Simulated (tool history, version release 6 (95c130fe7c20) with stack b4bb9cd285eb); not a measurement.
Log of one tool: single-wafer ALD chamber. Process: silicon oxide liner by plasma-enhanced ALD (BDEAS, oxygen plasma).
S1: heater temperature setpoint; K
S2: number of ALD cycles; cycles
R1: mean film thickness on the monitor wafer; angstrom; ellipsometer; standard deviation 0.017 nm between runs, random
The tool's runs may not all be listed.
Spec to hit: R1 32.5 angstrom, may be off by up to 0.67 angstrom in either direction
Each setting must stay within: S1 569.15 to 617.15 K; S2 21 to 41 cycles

run 1 hour=0 | S1=593.15 S2=31 | R1=27.679
run 2 hour=6.7 | S1=593.15 S2=32 | R1=28.64
run 3 hour=10.6 | S1=593.15 S2=33 | R1=29.53
run 4 hour=18.1 | S1=603.15 S2=33 | R1=29.215
run 5 hour=25 | S1=603.15 S2=31 | R1=27.469
run 6 hour=29.4 | S1=603.15 S2=29 | R1=25.744
run 7 hour=36.3 | S1=603.15 S2=31 | R1=27.398
run 8 hour=39.9 | S1=603.15 S2=33 | R1=28.865
run 9 hour=41.2 | S1=601.15 S2=34 | R1=30.056
run 10 hour=42.7 | S1=601.15 S2=35 | R1=30.817

Pick the move, out of 4, that brings all results within their allowed miss; only one does.
run A hour=44.2 | S1=595.15 S2=34 | R1=?
run B hour=44.2 | S1=586.15 S2=38 | R1=?
run C hour=44.2 | S1=610.15 S2=37 | R1=?
run D hour=44.2 | S1=599.15 S2=33 | R1=?

move=A R1=30.363
move=B R1=34.336
move=C R1=32.393
move=D R1=29.316
A: lands further from the targets than the last run did
B: moves the result that the last run missed by most past its target, out the other side
C: all results in spec
D: lands further from the targets than the last run did
Move C is the one to make.

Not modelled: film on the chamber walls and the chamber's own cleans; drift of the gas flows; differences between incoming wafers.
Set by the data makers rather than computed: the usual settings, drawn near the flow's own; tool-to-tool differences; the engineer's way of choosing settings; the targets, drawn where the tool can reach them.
